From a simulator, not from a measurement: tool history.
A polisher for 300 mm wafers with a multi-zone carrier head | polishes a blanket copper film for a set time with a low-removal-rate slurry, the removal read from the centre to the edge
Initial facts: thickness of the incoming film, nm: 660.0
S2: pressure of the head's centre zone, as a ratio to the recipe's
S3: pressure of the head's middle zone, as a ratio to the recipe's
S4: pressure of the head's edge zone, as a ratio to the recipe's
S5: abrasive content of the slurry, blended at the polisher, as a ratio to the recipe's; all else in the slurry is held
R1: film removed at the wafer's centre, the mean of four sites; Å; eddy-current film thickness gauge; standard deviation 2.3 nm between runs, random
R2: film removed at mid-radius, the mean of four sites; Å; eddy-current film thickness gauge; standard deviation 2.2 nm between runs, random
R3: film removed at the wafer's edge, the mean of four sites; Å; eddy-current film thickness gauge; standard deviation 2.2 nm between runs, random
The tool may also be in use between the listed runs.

{"run": 1, "day": 0.0, "flow of slurry (ml/min)": 310, "S2": 1.0, "S3": 1.0, "S4": 1.0, "S5": 1.0, "polishing time (s)": 51, "R1": 1291.6, "R2": 1290.7, "R3": 1261.9}
{"run": 2, "day": 0.296, "flow of slurry (ml/min)": 310, "S2": 1.0, "S3": 1.0, "S4": 1.0, "S5": 1.0, "polishing time (s)": 43, "R1": 1086.9, "R2": 1100.6, "R3": 1075.0}
{"run": 3, "day": 0.521, "flow of slurry (ml/min)": 310, "S2": 1.0, "S3": 1.0, "S4": 1.0, "S5": 1.0, "polishing time (s)": 51, "R1": 1270.9, "R2": 1256.7, "R3": 1275.5}
{"run": 4, "day": 0.883, "flow of slurry (ml/min)": 310, "S2": 1.0, "S3": 0.94, "S4": 1.0, "S5": 1.0, "polishing time (s)": 51, "R1": 1281.0, "R2": 1219.5, "R3": 1271.3}
{"run": 5, "day": 1.025, "flow of slurry (ml/min)": 310, "S2": 1.0, "S3": 0.94, "S4": 1.03, "S5": 1.0, "polishing time (s)": 51, "R1": 1259.8, "R2": 1224.4, "R3": 1273.2}
{"run": 6, "day": 1.392, "flow of slurry (ml/min)": 310, "S2": 1.02, "S3": 0.91, "S4": 1.04, "S5": 1.1, "polishing time (s)": 54, "R1": 1424.0, "R2": 1276.3, "R3": 1444.9}
{"run": 7, "day": 1.712, "flow of slurry (ml/min)": 315, "S2": 1.05, "S3": 0.93, "S4": 1.04, "S5": 1.15, "polishing time (s)": 54, "R1": 1500.3, "R2": 1349.5, "R3": 1448.2}
{"run": 8, "day": 1.992, "flow of slurry (ml/min)": 315, "S2": 1.07, "S3": 0.92, "S4": 1.06, "S5": 1.25, "polishing time (s)": 55, "R1": 1551.5, "R2": 1370.1, "R3": 1508.2}
{"run": 9, "day": 2.288, "flow of slurry (ml/min)": 315, "S2": 1.09, "S3": 0.91, "S4": 1.07, "S5": 1.3, "polishing time (s)": 56, "R1": 1657.4, "R2": 1435.4, "R3": 1600.1}
{"run": 10, "day": 2.358, "flow of slurry (ml/min)": 315, "S2": 1.11, "S3": 0.9, "S4": 1.08, "S5": 1.35, "polishing time (s)": 56, "R1": 1724.2, "R2": 1428.5, "R3": 1599.3}
{"run": 11, "day": 2.608, "flow of slurry (ml/min)": 315, "S2": 1.12, "S3": 0.9, "S4": 1.09, "S5": 1.4, "polishing time (s)": 56, "R1": 1799.1, "R2": 1479.8, "R3": 1619.7}
{"run": 12, "day": 2.979, "flow of slurry (ml/min)": 315, "S2": 1.12, "S3": 0.89, "S4": 1.1, "S5": 1.4, "polishing time (s)": 56, "R1": 1711.1, "R2": 1430.8, "R3": 1610.4}
{"run": 13, "day": 3.025, "flow of slurry (ml/min)": 315, "S2": 1.13, "S3": 0.88, "S4": 1.11, "S5": 1.4, "polishing time (s)": 57, "R1": 1814.2, "R2": 1432.3, "R3": 1679.8}

Run 14, settings as shown, results not yet in. Your forecast:
{"run": 14, "day": 3.083, "flow of slurry (ml/min)": 315, "S2": 1.13, "S3": 0.88, "S4": 1.12, "S5": 1.4, "polishing time (s)": 57, "R1": "?", "R2": "?", "R3": "?"}

R1: 1782.2 Å
R2: 1427.9 Å
R3: 1666.3 Å

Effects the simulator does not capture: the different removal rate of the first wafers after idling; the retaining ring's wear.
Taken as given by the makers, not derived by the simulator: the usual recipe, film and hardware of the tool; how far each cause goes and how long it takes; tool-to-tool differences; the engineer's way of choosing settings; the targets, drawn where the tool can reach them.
